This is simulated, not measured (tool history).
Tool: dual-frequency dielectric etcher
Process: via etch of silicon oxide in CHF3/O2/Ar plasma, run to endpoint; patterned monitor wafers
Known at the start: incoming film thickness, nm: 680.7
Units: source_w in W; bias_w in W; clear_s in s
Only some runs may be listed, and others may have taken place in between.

| run | hour | source_w | bias_w | clear_s |
|---|---|---|---|---|
| 1 | 0.0 | 620 | 200 | 339.46 |
| 2 | 7.6 | 560 | 191 | 361.97 |
| 3 | 16.8 | 520 | 188 | 383.52 |
| 4 | 25.6 | 500 | 187 | 389.59 |
| 5 | 27.9 | 500 | 213 | 377.22 |
| 6 | 33.3 | 610 | 213 | 336.64 |

What will run 7 give?
| 7 | 37.6 | 560 | 209 | ? |

clear_s: 349.63 s
